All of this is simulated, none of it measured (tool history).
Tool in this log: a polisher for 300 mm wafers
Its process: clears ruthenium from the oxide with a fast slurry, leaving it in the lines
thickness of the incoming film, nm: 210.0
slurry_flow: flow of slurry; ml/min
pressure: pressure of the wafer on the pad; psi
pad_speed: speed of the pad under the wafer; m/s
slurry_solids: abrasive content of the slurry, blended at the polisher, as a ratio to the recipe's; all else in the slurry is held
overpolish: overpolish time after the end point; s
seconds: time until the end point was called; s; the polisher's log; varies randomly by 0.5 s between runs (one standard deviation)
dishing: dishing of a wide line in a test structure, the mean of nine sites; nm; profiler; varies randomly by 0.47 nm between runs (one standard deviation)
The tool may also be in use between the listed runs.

run	hour	slurry_flow	pressure	pad_speed	slurry_solids	overpolish	seconds	dishing
1	0	260	3.4	1.28	1	28	27.448	118.46
2	6.4	260	3.4	1.28	1	19	26.5	91.781
3	12.7	260	3.4	1.46	1	19	24.446	98.561
4	17	260	3.4	1.46	1	8	24.535	50.906
5	18.8	260	3.4	1.46	1	8	24.766	51.368
6	19.5	260	3.4	1.46	1	13	24.193	74.162
7	20.9	265	3.3	1.38	1.05	12	26.387	68.092
8	22.3	260	3.3	1.36	1	12	27.095	64.383
9	23	255	3.4	1.34	0.95	11	27.37	61.148
10	30.4	240	3.2	1.44	0.9	11	26.987	59.719
11	31.2	225	3.2	1.42	0.85	11	29.806	55.856

What will run 12 give?
12	33.4	155	3.7	1.36	0.6	8	?	?

For run 12 the tool returned seconds 33.642 s, dishing 38.096 nm.
